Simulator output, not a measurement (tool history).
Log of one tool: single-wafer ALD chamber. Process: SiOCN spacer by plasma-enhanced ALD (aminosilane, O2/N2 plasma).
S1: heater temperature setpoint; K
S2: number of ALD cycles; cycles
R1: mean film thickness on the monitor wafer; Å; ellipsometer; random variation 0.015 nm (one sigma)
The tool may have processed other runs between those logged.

run	day	S1	S2	R1
1	0.000	673.15	58	31.641
2	0.317	679.15	58	31.141
3	0.433	680.15	56	30.214
4	0.696	690.15	56	29.305
# day 0.883: thermocouple changed; heater temperature recalibrated
5	0.883	685.15	56	28.972
6	0.946	685.15	53	27.718
7	1.217	686.15	53	27.934
8	1.396	687.15	53	27.123
9	1.450	687.15	53	27.160
10	1.721	688.15	53	27.266
11	2.017	688.15	53	27.368

For run 12, what comes out?
12	2.154	689.15	53	?

{"run 12": {"R1": 27.277}}
